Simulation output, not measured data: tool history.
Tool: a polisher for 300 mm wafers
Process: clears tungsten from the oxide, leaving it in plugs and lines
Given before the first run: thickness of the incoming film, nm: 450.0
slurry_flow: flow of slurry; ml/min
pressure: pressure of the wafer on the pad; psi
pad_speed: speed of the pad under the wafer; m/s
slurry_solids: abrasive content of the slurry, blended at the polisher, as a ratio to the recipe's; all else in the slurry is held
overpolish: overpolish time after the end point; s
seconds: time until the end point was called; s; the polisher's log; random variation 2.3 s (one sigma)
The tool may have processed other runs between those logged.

run,day,slurry_flow,pressure,pad_speed,slurry_solids,overpolish,seconds
1,0,235,4,0.9,1,6,112.31
2,0.358,235,4,0.9,1,6,116.95
3,0.662,190,4,0.9,1,6,116.71
4,0.796,190,3.8,0.9,1,6,120.32
5,0.908,190,3.8,0.9,1,6,123.71
6,0.933,190,3.7,0.9,1,6,125.48
7,1.004,190,3.6,0.9,1,6,126.66

Run 8 is up next; what results do you expect?
8,1.079,190,3.5,0.9,1,6,?

{"run 8": {"seconds": 129.33}}
